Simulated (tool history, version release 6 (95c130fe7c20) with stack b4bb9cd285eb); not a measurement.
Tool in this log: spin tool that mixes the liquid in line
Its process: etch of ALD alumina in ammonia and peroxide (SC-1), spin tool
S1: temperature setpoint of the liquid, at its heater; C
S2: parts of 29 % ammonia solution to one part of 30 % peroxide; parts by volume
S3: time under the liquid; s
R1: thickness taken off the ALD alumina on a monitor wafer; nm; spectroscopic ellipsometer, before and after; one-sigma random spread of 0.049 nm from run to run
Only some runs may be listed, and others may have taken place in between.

run	hour	S1	S2	S3	R1
1	0.0	48.0	0.65	320	12.290
2	2.6	48.0	0.50	320	12.043
3	11.3	47.5	0.50	320	11.655
4	12.8	51.5	0.50	320	14.477
5	15.2	50.0	0.50	320	13.410
6	16.1	49.0	0.50	320	12.775

Expected results for the next run?
7	18.4	48.0	0.50	320	?

For run 7 the tool returned R1 12.018 nm.
